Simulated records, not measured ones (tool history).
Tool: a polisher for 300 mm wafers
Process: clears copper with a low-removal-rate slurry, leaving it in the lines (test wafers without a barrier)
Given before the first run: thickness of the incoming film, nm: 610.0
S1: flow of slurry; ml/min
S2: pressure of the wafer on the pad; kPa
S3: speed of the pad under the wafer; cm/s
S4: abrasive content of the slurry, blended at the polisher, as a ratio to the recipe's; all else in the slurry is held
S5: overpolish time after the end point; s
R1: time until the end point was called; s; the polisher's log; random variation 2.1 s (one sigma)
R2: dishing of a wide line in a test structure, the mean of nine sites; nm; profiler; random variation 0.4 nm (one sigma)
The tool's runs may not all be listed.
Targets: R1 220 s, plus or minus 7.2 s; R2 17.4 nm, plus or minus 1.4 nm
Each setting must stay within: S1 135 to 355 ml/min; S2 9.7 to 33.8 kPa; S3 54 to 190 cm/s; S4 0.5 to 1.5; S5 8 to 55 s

run  hour   S1    S2   S3    S4  S5      R1      R2
  1     0  225  21.4  122     1  28  155.28  57.632
  2   4.3  225  15.9  122     1  28  182.55  52.366
  3  12.8  225  10.3  122     1  28  225.26   43.39
  4  17.7  225  10.3  122     1  24  221.43  38.535
  5  20.7  225  14.5  122     1  24  191.65  43.991
  6  28.5  225  14.5  122     1  32  191.13  53.341
  7  35.3  225  13.8  122     1  28  196.54  48.257
  8  44.1  225  13.8  122     1  28   199.3  49.791
  9  48.9  225  13.8  122     1  28  194.61  48.571
 10  55.5  225  13.1  122     1  24  196.92   40.64
 11  59.7  225  12.4  120     1  21  210.95   38.51
 12  63.4  160  15.2  118  0.75   8  209.66  16.254

Next run, 4 choices. One meets every target within its allowed miss, the rest don't. Which?
  A  67.1  135  15.2  120  0.65  12   ?   ?
  B  67.1  145  17.2  108   0.8   9   ?   ?
  C  67.1  160  20.7  106  0.65   8   ?   ?
  D  67.1  180  14.5  106   0.8  13   ?   ?

move      R1      R2
   A  222.66  22.501
   B  220.61  17.542
   C  204.72  16.899
   D  237.21   22.82
A: puts the biggest miss on target and leaves a different result outside tolerance
B: hits every target within its allowed miss
C: its largest miss is bigger than the last run's
D: the result that was furthest off in the last run now lies on the other side of its target
B is the move that brings every result within its allowed miss.
